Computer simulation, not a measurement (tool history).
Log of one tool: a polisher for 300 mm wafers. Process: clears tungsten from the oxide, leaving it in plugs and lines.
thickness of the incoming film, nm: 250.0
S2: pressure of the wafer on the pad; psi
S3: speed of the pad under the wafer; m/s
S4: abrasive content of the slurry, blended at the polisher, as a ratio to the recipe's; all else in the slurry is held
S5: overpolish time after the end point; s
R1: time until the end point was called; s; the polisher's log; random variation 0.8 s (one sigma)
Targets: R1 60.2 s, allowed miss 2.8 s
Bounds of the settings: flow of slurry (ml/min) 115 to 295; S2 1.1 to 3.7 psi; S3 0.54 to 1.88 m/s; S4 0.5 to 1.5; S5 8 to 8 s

{"run": 1, "day": 0.0, "flow of slurry (ml/min)": 190, "S2": 2.4, "S3": 1.2, "S4": 1, "S5": 8, "R1": 72.836}
{"run": 2, "day": 0.308, "flow of slurry (ml/min)": 190, "S2": 2.1, "S3": 1.2, "S4": 1, "S5": 8, "R1": 79.299}
{"run": 3, "day": 0.658, "flow of slurry (ml/min)": 190, "S2": 2.1, "S3": 1.38, "S4": 1, "S5": 8, "R1": 70.022}
{"run": 4, "day": 0.962, "flow of slurry (ml/min)": 190, "S2": 2.2, "S3": 1.38, "S4": 1, "S5": 8, "R1": 67.777}
{"run": 5, "day": 1.196, "flow of slurry (ml/min)": 190, "S2": 2.2, "S3": 1.38, "S4": 0.8, "S5": 8, "R1": 72.379}
{"run": 6, "day": 1.512, "flow of slurry (ml/min)": 155, "S2": 2.2, "S3": 1.38, "S4": 0.8, "S5": 8, "R1": 75.76}
{"run": 7, "day": 1.583, "flow of slurry (ml/min)": 160, "S2": 2.3, "S3": 1.38, "S4": 0.8, "S5": 8, "R1": 72.17}
{"run": 8, "day": 1.779, "flow of slurry (ml/min)": 165, "S2": 2.4, "S3": 1.38, "S4": 0.8, "S5": 8, "R1": 69.545}
{"run": 9, "day": 1.9, "flow of slurry (ml/min)": 170, "S2": 2.5, "S3": 1.38, "S4": 0.8, "S5": 8, "R1": 67.105}

Which of these 4 next moves meets every target?
{"run": "A", "day": 2.021, "flow of slurry (ml/min)": 170, "S2": 2.6, "S3": 1.24, "S4": 0.7, "S5": 8, "R1": "?"}
{"run": "B", "day": 2.021, "flow of slurry (ml/min)": 185, "S2": 2.4, "S3": 1.54, "S4": 0.8, "S5": 8, "R1": "?"}
{"run": "C", "day": 2.021, "flow of slurry (ml/min)": 120, "S2": 2, "S3": 1.56, "S4": 0.8, "S5": 8, "R1": "?"}
{"run": "D", "day": 2.021, "flow of slurry (ml/min)": 180, "S2": 2.4, "S3": 1.66, "S4": 0.9, "S5": 8, "R1": "?"}

move=A R1=72.018
move=B R1=60.878
move=C R1=75.795
move=D R1=55.704
A: further off than the last run
B: meets every target
C: further off than the last run
D: takes the result that was furthest off past its target
Answer: B
